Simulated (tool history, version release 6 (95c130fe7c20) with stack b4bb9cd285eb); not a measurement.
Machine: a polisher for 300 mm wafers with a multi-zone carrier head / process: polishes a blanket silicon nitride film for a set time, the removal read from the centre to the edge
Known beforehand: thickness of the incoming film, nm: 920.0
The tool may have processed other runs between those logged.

run,hour,flow of slurry (ml/min),pressure of the head's centre zone,pressure of the head's middle zone,pressure of the head's edge zone,polishing time (s),film removed at the wafer's centre (angstrom),film removed at mid-radius (angstrom),film removed at the wafer's edge (angstrom)
1,0.0,300,1.00,1.00,1.00,46,565.32,578.91,587.60
2,1.3,300,1.00,1.03,1.00,46,576.72,590.27,594.43
3,4.5,300,0.99,1.03,0.98,45,561.21,597.15,580.28
4,6.0,300,0.99,1.02,0.97,44,551.31,558.09,556.20
5,11.3,300,0.97,1.02,0.95,43,504.11,563.43,551.07
6,14.6,300,0.97,1.02,0.92,43,527.35,558.55,531.21
7,22.3,300,0.97,1.02,0.92,43,515.89,560.98,533.09
8,24.9,300,0.97,1.01,0.91,43,513.74,550.30,527.96

Run 9 is up next; what results do you expect?
9,30.6,300,0.97,1.00,0.90,43,?,?,?

film removed at the wafer's centre (angstrom): 519.46
film removed at mid-radius (angstrom): 555.52
film removed at the wafer's edge (angstrom): 529.13
